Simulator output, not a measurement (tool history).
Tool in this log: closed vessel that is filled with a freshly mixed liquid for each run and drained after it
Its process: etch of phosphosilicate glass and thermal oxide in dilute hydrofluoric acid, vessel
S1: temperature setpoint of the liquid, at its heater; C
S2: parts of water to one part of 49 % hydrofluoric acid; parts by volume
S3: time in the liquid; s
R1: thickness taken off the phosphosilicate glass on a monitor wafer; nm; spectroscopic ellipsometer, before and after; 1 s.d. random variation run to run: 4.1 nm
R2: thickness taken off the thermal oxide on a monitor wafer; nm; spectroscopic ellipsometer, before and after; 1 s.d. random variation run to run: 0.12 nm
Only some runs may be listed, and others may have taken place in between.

run  hour    S1  S2   S3      R1      R2
  1     0    25  55   60  105.66  4.9553
  2   2.8    25  70   60  81.985  3.8143
  3   7.1  21.5  70   60  70.847  3.2792
  4    14  24.5  55   70  121.92  5.6728
  5  20.5    27  45   80  190.93  8.7946
  6  24.7  28.5  40   85  242.01  11.353
  7  32.6  32.5  20  100  693.88  32.452
  8  40.4    31  20  100  660.74  30.809
     45.5  -- hydrofluoric acid flow meter replaced
  9  45.5  29.5  20  100  703.43   32.62
 10  47.5  29.5  20  100   699.6  32.806
 11  50.5  29.5  25  100  553.29  26.152
 12  52.7  28.5  25  100  532.48  25.121

The next listed run, before its measurement:
 13  61.2  28  25  100   ?   ?

Run 13 produced R1 529.25 nm, R2 24.439 nm.

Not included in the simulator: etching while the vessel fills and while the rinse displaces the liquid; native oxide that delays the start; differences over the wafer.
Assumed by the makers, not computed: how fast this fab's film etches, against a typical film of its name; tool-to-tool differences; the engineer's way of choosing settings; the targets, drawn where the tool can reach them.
